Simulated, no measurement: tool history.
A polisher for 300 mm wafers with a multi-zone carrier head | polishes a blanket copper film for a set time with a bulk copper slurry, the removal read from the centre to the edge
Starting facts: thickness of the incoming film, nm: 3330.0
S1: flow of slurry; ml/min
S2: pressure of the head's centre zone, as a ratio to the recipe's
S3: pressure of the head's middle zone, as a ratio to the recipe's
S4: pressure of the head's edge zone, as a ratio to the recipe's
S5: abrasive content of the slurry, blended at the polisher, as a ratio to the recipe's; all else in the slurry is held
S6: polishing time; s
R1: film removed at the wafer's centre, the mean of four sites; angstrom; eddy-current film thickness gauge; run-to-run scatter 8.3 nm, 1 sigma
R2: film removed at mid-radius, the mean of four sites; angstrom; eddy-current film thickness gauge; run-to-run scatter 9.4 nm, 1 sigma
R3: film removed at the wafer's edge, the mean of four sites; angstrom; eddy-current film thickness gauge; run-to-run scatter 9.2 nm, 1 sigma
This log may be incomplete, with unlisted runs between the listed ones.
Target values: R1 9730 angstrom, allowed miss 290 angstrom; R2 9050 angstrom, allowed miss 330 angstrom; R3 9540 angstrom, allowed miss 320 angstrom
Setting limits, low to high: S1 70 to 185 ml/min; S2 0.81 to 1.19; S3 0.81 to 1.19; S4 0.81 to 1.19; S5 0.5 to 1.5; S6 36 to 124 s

run,day,S1,S2,S3,S4,S5,S6,R1,R2,R3
1,0,120,1,1,1,1,79,6434.7,6676.8,6614.1
2,0.025,120,1,1.08,1,1,79,6490.1,6981.2,6664
3,0.142,120,1,1.08,1,1.15,79,6869.5,7203.5,6710.1
4,0.458,120,1,1.07,1.02,1.2,81,6989.5,7392.4,7116.5
5,0.771,125,1.01,1.07,1.04,1.25,82,7278.4,7485.8,7320.7
6,0.929,125,1.01,1.07,1.04,1.15,82,7132.6,7494.7,7300.5
7,1.158,130,1.02,1.07,1.06,1.2,83,7525,7543.8,7340.8
8,1.45,130,1.02,1.07,1.07,1.25,85,7583.4,7837.7,7577.3
9,1.633,130,1.03,1.06,1.08,1.3,87,7935.3,8083.9,7800.5
10,2.004,130,1.03,1.06,1.08,1.3,87,7826.1,8079.5,7979.7
11,2.158,135,1.04,1.05,1.09,1.3,88,8148.3,8045.6,8131.2
12,2.2,140,1.04,1.05,1.1,1.3,89,8238.1,8239.2,8145.4
13,2.558,140,1.05,1.05,1.11,1.3,90,8385.4,8484.8,8297

Pick the move, out of 4, that brings all results within their allowed miss; only one does.
A,2.917,95,1.09,0.81,1.08,1.5,106,?,?,?
B,2.917,120,1.04,0.92,1.17,1.45,98,?,?,?
C,2.917,125,1.08,1,1.1,1.4,102,?,?,?
D,2.917,130,1.09,0.99,1.1,1.45,94,?,?,?

move,R1,R2,R3
A,9896.6,7610.4,9823.6
B,9092.5,8087.1,9654.5
C,9851,9031.1,9710.9
D,9285.5,8355.4,9045.4
A: brings the result that was furthest off to its target, and leaves another outside
B: an improvement on the last run, though not all results are within tolerance
C: hits every target within its allowed miss
D: an improvement on the last run, though not all results are within tolerance
The move that meets every target is C.
